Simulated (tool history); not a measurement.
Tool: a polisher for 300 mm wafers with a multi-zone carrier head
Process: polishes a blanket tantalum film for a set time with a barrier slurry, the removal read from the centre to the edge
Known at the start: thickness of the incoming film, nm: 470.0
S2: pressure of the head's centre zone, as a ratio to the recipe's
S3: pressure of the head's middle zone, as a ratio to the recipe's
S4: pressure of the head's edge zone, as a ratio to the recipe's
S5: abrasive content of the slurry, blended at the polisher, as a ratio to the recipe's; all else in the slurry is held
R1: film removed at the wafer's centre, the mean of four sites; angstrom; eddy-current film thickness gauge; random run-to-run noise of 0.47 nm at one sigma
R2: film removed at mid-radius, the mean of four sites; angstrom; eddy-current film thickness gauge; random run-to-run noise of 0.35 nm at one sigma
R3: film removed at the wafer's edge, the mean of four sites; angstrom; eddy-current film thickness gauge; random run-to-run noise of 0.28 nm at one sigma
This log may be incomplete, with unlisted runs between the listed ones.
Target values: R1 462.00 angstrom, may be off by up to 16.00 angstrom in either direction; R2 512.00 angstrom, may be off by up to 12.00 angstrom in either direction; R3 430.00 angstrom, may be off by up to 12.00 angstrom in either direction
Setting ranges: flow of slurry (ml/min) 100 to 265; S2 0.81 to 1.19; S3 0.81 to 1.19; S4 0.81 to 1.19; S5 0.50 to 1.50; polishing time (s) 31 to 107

run 1 hour=0.0 | flow_of_slurry_(ml/min)=170 S2=1.00 S3=1.00 S4=1.00 S5=1.00 polishing_time_(s)=69 | R1=810.29 R2=786.01 R3=803.09
run 2 hour=7.2 | flow_of_slurry_(ml/min)=170 S2=1.00 S3=0.94 S4=1.00 S5=1.00 polishing_time_(s)=69 | R1=794.90 R2=752.70 R3=803.47
run 3 hour=9.3 | flow_of_slurry_(ml/min)=200 S2=1.00 S3=0.94 S4=1.00 S5=1.00 polishing_time_(s)=69 | R1=828.78 R2=780.36 R3=802.60
run 4 hour=14.1 | flow_of_slurry_(ml/min)=215 S2=0.97 S3=0.95 S4=0.96 S5=0.90 polishing_time_(s)=62 | R1=692.57 R2=691.57 R3=696.27
run 5 hour=17.5 | flow_of_slurry_(ml/min)=215 S2=0.97 S3=0.95 S4=0.96 S5=0.80 polishing_time_(s)=62 | R1=674.89 R2=675.85 R3=682.07
run 6 hour=22.8 | flow_of_slurry_(ml/min)=225 S2=0.98 S3=0.98 S4=0.93 S5=0.75 polishing_time_(s)=56 | R1=613.75 R2=612.59 R3=604.41
-- hour=24.7 slurry nozzle cleaned
run 7 hour=24.7 | flow_of_slurry_(ml/min)=235 S2=0.98 S3=1.02 S4=0.90 S5=0.70 polishing_time_(s)=52 | R1=583.35 R2=604.02 R3=554.09
run 8 hour=27.3 | flow_of_slurry_(ml/min)=225 S2=0.98 S3=1.04 S4=0.88 S5=0.65 polishing_time_(s)=50 | R1=557.82 R2=575.02 R3=518.70
run 9 hour=35.6 | flow_of_slurry_(ml/min)=210 S2=0.97 S3=1.06 S4=0.86 S5=0.60 polishing_time_(s)=49 | R1=518.28 R2=563.80 R3=490.95
run 10 hour=41.9 | flow_of_slurry_(ml/min)=195 S2=0.97 S3=1.06 S4=0.85 S5=0.60 polishing_time_(s)=49 | R1=515.94 R2=555.70 R3=481.46
run 11 hour=44.1 | flow_of_slurry_(ml/min)=180 S2=0.97 S3=1.06 S4=0.84 S5=0.60 polishing_time_(s)=49 | R1=494.38 R2=551.98 R3=476.62
run 12 hour=45.3 | flow_of_slurry_(ml/min)=170 S2=0.98 S3=1.06 S4=0.83 S5=0.60 polishing_time_(s)=49 | R1=511.01 R2=544.94 R3=475.86
run 13 hour=46.4 | flow_of_slurry_(ml/min)=165 S2=0.98 S3=1.07 S4=0.83 S5=0.60 polishing_time_(s)=48 | R1=494.12 R2=539.14 R3=467.69
run 14 hour=51.8 | flow_of_slurry_(ml/min)=160 S2=0.98 S3=1.08 S4=0.83 S5=0.60 polishing_time_(s)=47 | R1=486.40 R2=530.50 R3=448.15
run 15 hour=57.1 | flow_of_slurry_(ml/min)=155 S2=0.98 S3=1.08 S4=0.83 S5=0.60 polishing_time_(s)=47 | R1=488.85 R2=528.47 R3=446.01
run 16 hour=58.4 | flow_of_slurry_(ml/min)=150 S2=0.98 S3=1.08 S4=0.83 S5=0.60 polishing_time_(s)=47 | R1=471.12 R2=524.68 R3=453.74
run 17 hour=66.8 | flow_of_slurry_(ml/min)=150 S2=0.98 S3=1.09 S4=0.83 S5=0.60 polishing_time_(s)=47 | R1=471.54 R2=525.03 R3=452.74

Exactly one of the 4 candidate moves below puts every result within its allowed miss. Which one?
run A hour=75.2 | flow_of_slurry_(ml/min)=115 S2=0.99 S3=1.10 S4=0.81 S5=0.55 polishing_time_(s)=48 | R1=? R2=? R3=?
run B hour=75.2 | flow_of_slurry_(ml/min)=190 S2=1.00 S3=1.19 S4=0.81 S5=0.50 polishing_time_(s)=46 | R1=? R2=? R3=?
run C hour=75.2 | flow_of_slurry_(ml/min)=140 S2=1.03 S3=1.07 S4=0.84 S5=0.65 polishing_time_(s)=46 | R1=? R2=? R3=?
run D hour=75.2 | flow_of_slurry_(ml/min)=120 S2=0.97 S3=1.06 S4=0.89 S5=0.50 polishing_time_(s)=50 | R1=? R2=? R3=?

move=A R1=463.16 R2=515.11 R3=435.70
move=B R1=468.11 R2=547.10 R3=425.02
move=C R1=494.13 R2=514.12 R3=449.39
move=D R1=464.28 R2=510.47 R3=463.57
A: meets every target
B: the worst result of the last run now meets its target, but another is out of spec
C: further off than the last run
D: further off than the last run
The move that meets every target is A.

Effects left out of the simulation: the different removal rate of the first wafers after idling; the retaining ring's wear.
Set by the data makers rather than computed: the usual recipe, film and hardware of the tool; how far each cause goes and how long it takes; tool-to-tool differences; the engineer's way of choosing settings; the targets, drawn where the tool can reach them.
